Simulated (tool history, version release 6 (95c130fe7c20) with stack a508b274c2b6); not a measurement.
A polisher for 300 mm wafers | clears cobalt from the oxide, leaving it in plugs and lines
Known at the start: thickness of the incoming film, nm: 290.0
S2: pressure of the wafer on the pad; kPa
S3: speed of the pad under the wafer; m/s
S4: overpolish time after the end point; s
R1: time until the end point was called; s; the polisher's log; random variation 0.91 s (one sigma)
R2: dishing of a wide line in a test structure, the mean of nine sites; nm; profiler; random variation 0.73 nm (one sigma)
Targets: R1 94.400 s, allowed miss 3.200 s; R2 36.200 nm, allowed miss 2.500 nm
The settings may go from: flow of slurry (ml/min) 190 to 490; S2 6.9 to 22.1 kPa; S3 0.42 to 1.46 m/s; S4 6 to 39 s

{"run": 1, "hour": 0.0, "flow of slurry (ml/min)": 315, "S2": 14.5, "S3": 0.94, "S4": 20, "R1": 67.222, "R2": 42.356}
{"run": 2, "hour": 7.8, "flow of slurry (ml/min)": 315, "S2": 13.8, "S3": 0.94, "S4": 20, "R1": 70.633, "R2": 40.976}
{"run": 3, "hour": 10.1, "flow of slurry (ml/min)": 315, "S2": 13.1, "S3": 0.94, "S4": 20, "R1": 74.888, "R2": 40.625}
{"run": 4, "hour": 12.4, "flow of slurry (ml/min)": 315, "S2": 12.4, "S3": 0.94, "S4": 20, "R1": 78.822, "R2": 40.366}
{"run": 5, "hour": 14.6, "flow of slurry (ml/min)": 315, "S2": 13.8, "S3": 0.94, "S4": 20, "R1": 71.306, "R2": 42.701}
{"run": 6, "hour": 22.5, "flow of slurry (ml/min)": 315, "S2": 15.9, "S3": 0.94, "S4": 20, "R1": 61.925, "R2": 44.459}
{"run": 7, "hour": 25.1, "flow of slurry (ml/min)": 315, "S2": 15.2, "S3": 0.94, "S4": 20, "R1": 65.586, "R2": 44.253}
{"run": 8, "hour": 25.9, "flow of slurry (ml/min)": 315, "S2": 14.5, "S3": 0.94, "S4": 20, "R1": 68.723, "R2": 42.177}
{"run": 9, "hour": 29.5, "flow of slurry (ml/min)": 315, "S2": 13.8, "S3": 0.94, "S4": 20, "R1": 71.023, "R2": 40.417}
{"run": 10, "hour": 32.5, "flow of slurry (ml/min)": 315, "S2": 13.1, "S3": 0.94, "S4": 20, "R1": 74.861, "R2": 39.753}
{"run": 11, "hour": 39.6, "flow of slurry (ml/min)": 315, "S2": 12.4, "S3": 0.94, "S4": 20, "R1": 78.08, "R2": 40.992}
{"run": 12, "hour": 43.5, "flow of slurry (ml/min)": 315, "S2": 11.0, "S3": 0.94, "S4": 18, "R1": 88.211, "R2": 36.243}

Which of these 4 next moves meets every target?
{"run": "A", "hour": 47.4, "flow of slurry (ml/min)": 315, "S2": 11.7, "S3": 0.98, "S4": 15, "R1": "?", "R2": "?"}
{"run": "B", "hour": 47.4, "flow of slurry (ml/min)": 370, "S2": 13.8, "S3": 0.7, "S4": 20, "R1": "?", "R2": "?"}
{"run": "C", "hour": 47.4, "flow of slurry (ml/min)": 275, "S2": 11.0, "S3": 1.02, "S4": 20, "R1": "?", "R2": "?"}
{"run": "D", "hour": 47.4, "flow of slurry (ml/min)": 280, "S2": 9.7, "S3": 1.1, "S4": 20, "R1": "?", "R2": "?"}

move=A R1=79.502 R2=33.930
move=B R1=92.768 R2=36.585
move=C R1=82.185 R2=38.843
move=D R1=86.618 R2=37.869
A: further off than the last run
B: meets every target
C: further off than the last run
D: further off than the last run
Move B is the one to make.
